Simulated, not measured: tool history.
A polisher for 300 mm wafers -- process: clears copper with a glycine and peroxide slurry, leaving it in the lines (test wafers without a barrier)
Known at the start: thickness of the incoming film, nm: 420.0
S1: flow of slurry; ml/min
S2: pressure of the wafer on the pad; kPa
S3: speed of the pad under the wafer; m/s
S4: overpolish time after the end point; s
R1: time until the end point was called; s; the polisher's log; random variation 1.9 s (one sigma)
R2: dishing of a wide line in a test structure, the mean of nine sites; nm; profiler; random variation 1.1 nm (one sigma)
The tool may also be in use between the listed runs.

Run 1, hour 0.0: S1 170 ml/min, S2 17.9 kPa, S3 1.12 m/s, S4 20 s. Result: R1 64.847 s, R2 53.988 nm.
Run 2, hour 3.6: S1 140 ml/min, S2 17.9 kPa, S3 1.12 m/s, S4 20 s. Result: R1 70.059 s, R2 53.244 nm.
Run 3, hour 4.6: S1 140 ml/min, S2 17.9 kPa, S3 1.24 m/s, S4 20 s. Result: R1 62.828 s, R2 55.759 nm.
Run 4, hour 12.3: S1 140 ml/min, S2 19.3 kPa, S3 1.24 m/s, S4 20 s. Result: R1 60.514 s, R2 60.021 nm.
Run 5, hour 16.3: S1 165 ml/min, S2 19.3 kPa, S3 1.24 m/s, S4 20 s. Result: R1 57.427 s, R2 57.698 nm.
Run 6, hour 20.2: S1 165 ml/min, S2 22.8 kPa, S3 1.24 m/s, S4 20 s. Result: R1 51.056 s, R2 64.088 nm.
Run 7, hour 21.4: S1 155 ml/min, S2 18.6 kPa, S3 1.14 m/s, S4 23 s. Result: R1 66.337 s, R2 58.503 nm.
Run 8, hour 30.1: S1 145 ml/min, S2 15.9 kPa, S3 1.10 m/s, S4 26 s. Result: R1 78.815 s, R2 60.187 nm.
Run 9, hour 32.2: S1 140 ml/min, S2 13.8 kPa, S3 1.08 m/s, S4 27 s. Result: R1 89.494 s, R2 54.390 nm.
Run 10, hour 38.8: S1 135 ml/min, S2 13.1 kPa, S3 1.06 m/s, S4 28 s. Result: R1 93.892 s, R2 54.840 nm.

Predict the results of run 11:
Run 11, hour 41.2: S1 130 ml/min, S2 12.4 kPa, S3 1.04 m/s, S4 29 s. Result: R1 ?, R2 ?.

R1: 97.893 s
R2: 54.051 nm
